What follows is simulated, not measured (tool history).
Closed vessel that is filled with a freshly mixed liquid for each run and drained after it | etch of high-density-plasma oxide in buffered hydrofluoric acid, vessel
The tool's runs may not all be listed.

run  hour  temperature setpoint of the liquid (K)  parts of 40 % ammonium fluoride to one part of 49 % hydrofluoric acid (parts by volume)  time in the liquid (s)  thickness taken off the high-density-plasma oxide on a monitor wafer (angstrom)
  1   0.0                                  296.15                                                                                     19.0                      90                                                                           1229.5
  2   3.1                                  299.65                                                                                     19.0                      90                                                                           1513.4
  3   5.4                                  299.65                                                                                     16.5                      90                                                                           1737.7
  4  11.2                                  300.15                                                                                     16.0                      90                                                                           1821.8
     12.4  -- thermometer replaced
  5  12.4                                  302.15                                                                                     16.0                      90                                                                           1887.4
  6  14.3                                  302.15                                                                                     16.0                     100                                                                           2077.5
  7  22.7                                  302.65                                                                                     15.0                     100                                                                           2285.8
  8  25.7                                  302.65                                                                                     14.5                     100                                                                           2372.7

Forecast run 9:
  9  33.6                                  302.65                                                                                     14.0                     100                                                                                ?

thickness taken off the high-density-plasma oxide on a monitor wafer (angstrom): 2436.7
